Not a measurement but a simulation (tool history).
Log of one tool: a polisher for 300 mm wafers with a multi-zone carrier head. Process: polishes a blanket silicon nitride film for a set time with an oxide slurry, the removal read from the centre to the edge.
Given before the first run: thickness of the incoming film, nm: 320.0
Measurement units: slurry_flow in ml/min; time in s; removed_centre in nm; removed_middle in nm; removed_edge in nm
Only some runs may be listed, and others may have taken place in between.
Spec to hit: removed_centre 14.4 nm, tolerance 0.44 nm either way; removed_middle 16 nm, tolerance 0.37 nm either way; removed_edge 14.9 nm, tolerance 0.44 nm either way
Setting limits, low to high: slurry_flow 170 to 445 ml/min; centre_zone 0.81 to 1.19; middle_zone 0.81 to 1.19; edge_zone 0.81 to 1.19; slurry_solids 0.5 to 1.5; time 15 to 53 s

run   hour  slurry_flow  centre_zone  middle_zone  edge_zone  slurry_solids  time  removed_centre  removed_middle  removed_edge
  1      0          285            1            1          1              1    34          23.067           23.28        22.689
  2    6.2          310            1            1          1              1    34          23.096          23.741        22.878
  3   14.5          310         0.98         0.99       0.97            0.9    33          21.285          21.565        20.822
  4   21.8          310         0.98         1.02       0.97            0.9    33          21.011          22.213        20.696
  5   25.6          310         0.98         1.02       1.03            0.9    33          20.902          22.303        21.366
  6   34.4          310         0.96         1.01          1           0.85    33           19.71          21.587        20.775
  7   36.7          315         0.95         1.01       0.98            0.8    32           18.25          19.701        19.034
  8   39.2          315         0.95         1.01       0.98            0.8    32          18.613          19.885        18.945
  9   44.6          310         0.93         1.01       0.95           0.75    32          17.657          19.114        17.989
 10   48.1          300         0.91            1       0.93           0.75    32          16.993          19.075        17.733
 11   54.5          295          0.9         0.99       0.91           0.75    32          16.799          18.913        17.534
 12     63          290         0.89         0.98       0.89            0.7    32           15.67          18.111        16.613
 13   64.5          230          0.9         0.89       0.81           0.65    32          14.754          15.409        14.922
 14   70.7          250         0.87         0.94       0.81            0.6    32          13.992          15.432        14.573
 15   78.8          255         0.87         0.94       0.81            0.6    32          13.813          15.307        14.233
 16   86.3          270          0.9         0.98       0.88           0.65    32          15.157           16.99        15.933
 17   88.1          260          0.9         0.98       0.87           0.65    32          15.109          16.917        15.606
 18   96.3          250          0.9         0.98       0.87           0.65    32          15.016          16.589        15.684
 19  102.3          245          0.9         0.98       0.86           0.65    32          15.003          16.851        15.512
 20    111          240          0.9         0.97       0.85           0.65    32          14.826          16.556        15.298

Consider the 4 candidate settings below. Which is the only one whose results all fall within their allowed miss of target?
  A  119.7          220          0.9         0.98       0.81            1.1    25               ?               ?             ?
  B  119.7          305         0.87         1.02       0.81           0.65    31               ?               ?             ?
  C  119.7          285         0.83         1.02       0.86           0.75    29               ?               ?             ?
  D  119.7          190         0.89         0.96       0.83           0.55    36               ?               ?             ?

move  removed_centre  removed_middle  removed_edge
   A          15.454          17.403        15.429
   B          14.419          17.308        14.696
   C          13.958          17.585        15.353
   D          14.352          16.105        14.763
A: lands further from the targets than the last run did
B: lands further from the targets than the last run did
C: lands further from the targets than the last run did
D: every result lands within tolerance
So the answer is move D, the one that meets all the targets.

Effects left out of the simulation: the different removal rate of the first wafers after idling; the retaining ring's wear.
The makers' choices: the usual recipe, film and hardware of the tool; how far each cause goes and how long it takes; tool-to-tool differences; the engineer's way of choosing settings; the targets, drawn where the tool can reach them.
